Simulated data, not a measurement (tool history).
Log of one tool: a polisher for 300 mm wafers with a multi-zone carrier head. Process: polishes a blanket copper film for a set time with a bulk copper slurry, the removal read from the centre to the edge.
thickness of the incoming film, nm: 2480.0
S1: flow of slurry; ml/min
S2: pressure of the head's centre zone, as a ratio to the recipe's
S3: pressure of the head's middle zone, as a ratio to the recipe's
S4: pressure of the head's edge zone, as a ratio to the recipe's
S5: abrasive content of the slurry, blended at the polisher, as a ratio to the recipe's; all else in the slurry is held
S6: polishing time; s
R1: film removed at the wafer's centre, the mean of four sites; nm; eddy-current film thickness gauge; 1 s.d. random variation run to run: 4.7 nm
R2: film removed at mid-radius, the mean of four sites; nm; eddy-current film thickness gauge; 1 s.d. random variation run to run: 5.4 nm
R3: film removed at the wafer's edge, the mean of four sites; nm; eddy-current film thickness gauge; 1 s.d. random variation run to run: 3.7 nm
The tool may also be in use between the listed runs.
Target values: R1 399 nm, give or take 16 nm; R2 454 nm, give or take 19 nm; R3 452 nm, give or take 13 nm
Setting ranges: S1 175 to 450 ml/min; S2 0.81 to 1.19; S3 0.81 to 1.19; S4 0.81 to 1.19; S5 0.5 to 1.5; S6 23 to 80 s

Run 1, hour 0: S1 290 ml/min, S2 1, S3 1, S4 1, S5 1, S6 51 s. Result: R1 564.98 nm, R2 546.93 nm, R3 558.28 nm.
Run 2, hour 0.6: S1 290 ml/min, S2 1, S3 1, S4 1.08, S5 1, S6 51 s. Result: R1 550.44 nm, R2 545.25 nm, R3 560.35 nm.
Run 3, hour 4.5: S1 240 ml/min, S2 1, S3 1, S4 1.08, S5 1, S6 51 s. Result: R1 532.52 nm, R2 526.55 nm, R3 553.88 nm.
Run 4, hour 9.1: S1 290 ml/min, S2 1, S3 1, S4 1.08, S5 1, S6 51 s. Result: R1 547.67 nm, R2 545.09 nm, R3 566.33 nm.
Run 5, hour 15.3: S1 290 ml/min, S2 1.08, S3 1, S4 1.08, S5 1, S6 51 s. Result: R1 591.13 nm, R2 556.22 nm, R3 562.77 nm.
Run 6, hour 21.4: S1 290 ml/min, S2 1.08, S3 1, S4 1.15, S5 1, S6 51 s. Result: R1 582.51 nm, R2 536.25 nm, R3 573.91 nm.
Run 7, hour 25: S1 285 ml/min, S2 1.05, S3 1.01, S4 1.13, S5 0.9, S6 50 s. Result: R1 547.65 nm, R2 522.98 nm, R3 546.93 nm.
Run 8, hour 28.3: S1 280 ml/min, S2 1.02, S3 1.02, S4 1.12, S5 0.85, S6 49 s. Result: R1 524.87 nm, R2 520.88 nm, R3 523.14 nm.
Run 9, hour 34.4: S1 280 ml/min, S2 1.02, S3 1.02, S4 1.12, S5 0.85, S6 49 s. Result: R1 515.8 nm, R2 512.05 nm, R3 530.16 nm.
Run 10, hour 43.2: S1 275 ml/min, S2 1, S3 1.03, S4 1.11, S5 0.8, S6 48 s. Result: R1 494.92 nm, R2 509.51 nm, R3 518.34 nm.
Run 11, hour 47.8: S1 275 ml/min, S2 0.98, S3 1.03, S4 1.1, S5 0.75, S6 47 s. Result: R1 472.9 nm, R2 484.15 nm, R3 503.07 nm.
Run 12, hour 53.6: S1 270 ml/min, S2 0.97, S3 1.04, S4 1.1, S5 0.7, S6 46 s. Result: R1 454.5 nm, R2 481.32 nm, R3 489.72 nm.
Run 13, hour 59.9: S1 265 ml/min, S2 0.96, S3 1.04, S4 1.1, S5 0.65, S6 46 s. Result: R1 455.98 nm, R2 471.09 nm, R3 478.63 nm.
Run 14, hour 64.7: S1 260 ml/min, S2 0.94, S3 1.05, S4 1.1, S5 0.6, S6 46 s. Result: R1 429.51 nm, R2 472.61 nm, R3 477.15 nm.
Run 15, hour 67.2: S1 255 ml/min, S2 0.93, S3 1.05, S4 1.09, S5 0.6, S6 46 s. Result: R1 423.04 nm, R2 464.02 nm, R3 467.7 nm.
At hour 68.1: worn pad replaced by a new one.
Run 16, hour 68.1: S1 250 ml/min, S2 0.93, S3 1.05, S4 1.09, S5 0.6, S6 46 s. Result: R1 446.43 nm, R2 505.35 nm, R3 509.1 nm.
Run 17, hour 72.1: S1 265 ml/min, S2 0.92, S3 1.05, S4 1.09, S5 0.6, S6 46 s. Result: R1 448.38 nm, R2 509.55 nm, R3 511.05 nm.
Run 18, hour 73.5: S1 265 ml/min, S2 0.92, S3 1.05, S4 1.09, S5 0.6, S6 46 s. Result: R1 454.64 nm, R2 509.42 nm, R3 498.21 nm.
Run 19, hour 76.7: S1 255 ml/min, S2 0.93, S3 1.06, S4 1.08, S5 0.6, S6 46 s. Result: R1 455.36 nm, R2 505.56 nm, R3 497.4 nm.

5 next moves are on the table. One of them brings every result within its allowed miss. Which?
Run A, hour 79.9: S1 275 ml/min, S2 0.87, S3 1.08, S4 1.17, S5 0.6, S6 40 s. Result: R1 ?, R2 ?, R3 ?.
Run B, hour 79.9: S1 230 ml/min, S2 0.81, S3 0.94, S4 1.19, S5 0.5, S6 44 s. Result: R1 ?, R2 ?, R3 ?.
Run C, hour 79.9: S1 220 ml/min, S2 0.93, S3 1.07, S4 1.11, S5 0.75, S6 41 s. Result: R1 ?, R2 ?, R3 ?.
Run D, hour 79.9: S1 255 ml/min, S2 0.86, S3 0.89, S4 1.17, S5 0.5, S6 45 s. Result: R1 ?, R2 ?, R3 ?.
Run E, hour 79.9: S1 310 ml/min, S2 0.81, S3 1.01, S4 1.15, S5 0.65, S6 42 s. Result: R1 ?, R2 ?, R3 ?.

move      R1      R2      R3
   A  377.05   450.8  454.45
   B  369.99  422.56  484.66
   C  411.76  459.62  463.22
   D  406.05  418.06  498.21
   E  378.58  457.39  484.58
A: takes the result that was furthest off past its target
B: takes the result that was furthest off past its target
C: all results in spec
D: puts the biggest miss on target and leaves a different result outside tolerance
E: takes the result that was furthest off past its target
Go with C: it meets all targets.

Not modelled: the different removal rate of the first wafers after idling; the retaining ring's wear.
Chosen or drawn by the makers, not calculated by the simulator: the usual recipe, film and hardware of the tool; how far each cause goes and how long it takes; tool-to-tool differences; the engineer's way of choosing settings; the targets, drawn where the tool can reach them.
